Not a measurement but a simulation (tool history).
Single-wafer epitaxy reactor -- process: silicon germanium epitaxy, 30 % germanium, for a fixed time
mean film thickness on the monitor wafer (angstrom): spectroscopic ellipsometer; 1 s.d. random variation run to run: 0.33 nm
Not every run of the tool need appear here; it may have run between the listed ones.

run  hour  wafer temperature setpoint (pyrometer-controlled) (deg C)  chamber pressure (Torr)  mean film thickness on the monitor wafer (angstrom)
  1   0.0                                                        590                     22.9                                               559.68
  2   3.8                                                        583                     22.9                                               496.78
  3   6.2                                                        586                     23.0                                               524.56
  4  14.2                                                        586                     20.9                                               503.01
  5  17.1                                                        586                     18.0                                               472.10
  6  24.2                                                        589                     18.1                                               496.97

What will run 7 give?
  7  27.5                                                        592                     18.2                                                    ?

{"run 7": {"mean film thickness on the monitor wafer (angstrom)": 525.31}}
